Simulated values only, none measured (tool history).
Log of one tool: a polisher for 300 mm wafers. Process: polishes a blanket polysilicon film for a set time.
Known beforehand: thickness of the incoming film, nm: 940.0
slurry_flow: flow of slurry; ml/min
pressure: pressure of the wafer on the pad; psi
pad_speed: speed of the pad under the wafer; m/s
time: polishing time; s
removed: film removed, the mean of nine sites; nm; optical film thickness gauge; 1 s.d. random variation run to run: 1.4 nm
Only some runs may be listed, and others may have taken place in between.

| run | hour | slurry_flow | pressure | pad_speed | time | removed |
|---|---|---|---|---|---|---|
| 1 | 0 | 150 | 2 | 1.16 | 27 | 159.21 |
| 2 | 7.7 | 155 | 2 | 1.16 | 27 | 157.96 |
| 3 | 12.2 | 160 | 2.1 | 1.16 | 27 | 166.95 |
| 4 | 21.2 | 160 | 2.1 | 1.16 | 24 | 149.1 |
| 5 | 26 | 160 | 1.6 | 1.16 | 24 | 114.63 |
| 6 | 31.8 | 145 | 1.6 | 1.16 | 24 | 112.02 |
| 7 | 36.7 | 150 | 1.7 | 1.16 | 24 | 119.71 |
| 8 | 43.7 | 155 | 1.8 | 1.16 | 24 | 126.82 |
| 9 | 44.6 | 155 | 1.9 | 1.16 | 24 | 134.47 |
| 10 | 47.2 | 155 | 2 | 1.16 | 24 | 142.23 |
| 11 | 52.6 | 155 | 2.1 | 1.16 | 24 | 146.34 |
| 12 | 54.7 | 160 | 2.2 | 1.16 | 24 | 157.33 |
| 13 | 58.5 | 160 | 2.3 | 1.16 | 24 | 163.34 |

What does the tool deliver on the next run?
| 14 | 65.4 | 165 | 2.4 | 1.16 | 24 | ? |

removed: 171.55 nm

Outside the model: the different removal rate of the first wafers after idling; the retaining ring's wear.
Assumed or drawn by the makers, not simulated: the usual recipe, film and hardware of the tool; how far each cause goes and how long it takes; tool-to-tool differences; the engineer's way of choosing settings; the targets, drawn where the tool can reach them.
